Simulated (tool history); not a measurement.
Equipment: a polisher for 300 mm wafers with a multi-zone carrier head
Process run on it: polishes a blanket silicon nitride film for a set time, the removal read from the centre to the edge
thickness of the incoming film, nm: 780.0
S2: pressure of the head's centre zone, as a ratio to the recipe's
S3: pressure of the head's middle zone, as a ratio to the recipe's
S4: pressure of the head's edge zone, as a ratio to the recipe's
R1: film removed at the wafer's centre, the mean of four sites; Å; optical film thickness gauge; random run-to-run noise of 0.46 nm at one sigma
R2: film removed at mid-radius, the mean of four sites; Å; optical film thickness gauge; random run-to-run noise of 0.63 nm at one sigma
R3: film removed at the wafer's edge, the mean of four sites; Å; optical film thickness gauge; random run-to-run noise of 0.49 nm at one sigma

Run 1, hour 0.0: flow of slurry (ml/min) 220, S2 1.00, S3 1.00, S4 1.00, polishing time (s) 46. Result: R1 1211.20 Å, R2 1167.00 Å, R3 1179.50 Å.
Run 2, hour 0.8: flow of slurry (ml/min) 210, S2 1.01, S3 0.95, S4 0.97, polishing time (s) 40. Result: R1 1052.80 Å, R2 982.20 Å, R3 1021.70 Å.
Run 3, hour 1.8: flow of slurry (ml/min) 210, S2 1.03, S3 0.92, S4 0.95, polishing time (s) 35. Result: R1 929.68 Å, R2 833.66 Å, R3 877.94 Å.
Run 4, hour 4.4: flow of slurry (ml/min) 210, S2 1.03, S3 0.92, S4 1.03, polishing time (s) 35. Result: R1 933.70 Å, R2 824.21 Å, R3 920.04 Å.
Run 5, hour 7.1: flow of slurry (ml/min) 205, S2 1.04, S3 0.89, S4 1.00, polishing time (s) 33. Result: R1 898.73 Å, R2 758.86 Å, R3 853.88 Å.
Run 6, hour 12.1: flow of slurry (ml/min) 195, S2 1.04, S3 0.87, S4 0.97, polishing time (s) 32. Result: R1 854.62 Å, R2 711.14 Å, R3 803.07 Å.
Run 7, hour 15.1: flow of slurry (ml/min) 195, S2 1.04, S3 0.87, S4 0.97, polishing time (s) 32. Result: R1 862.26 Å, R2 715.70 Å, R3 799.27 Å.
Run 8, hour 23.1: flow of slurry (ml/min) 180, S2 1.03, S3 0.85, S4 0.95, polishing time (s) 32. Result: R1 828.03 Å, R2 695.94 Å, R3 790.42 Å.
Run 9, hour 28.9: flow of slurry (ml/min) 170, S2 1.04, S3 0.84, S4 0.93, polishing time (s) 31. Result: R1 809.11 Å, R2 671.66 Å, R3 751.42 Å.
Run 10, hour 30.5: flow of slurry (ml/min) 165, S2 1.04, S3 0.83, S4 0.92, polishing time (s) 31. Result: R1 808.60 Å, R2 653.70 Å, R3 737.65 Å.

Run 11, settings as shown, results not yet in. Your forecast:
Run 11, hour 37.4: flow of slurry (ml/min) 160, S2 1.04, S3 0.82, S4 0.91, polishing time (s) 31. Result: R1 ?, R2 ?, R3 ?.

{"run 11": {"R1": 789.59, "R2": 629.66, "R3": 741.13}}
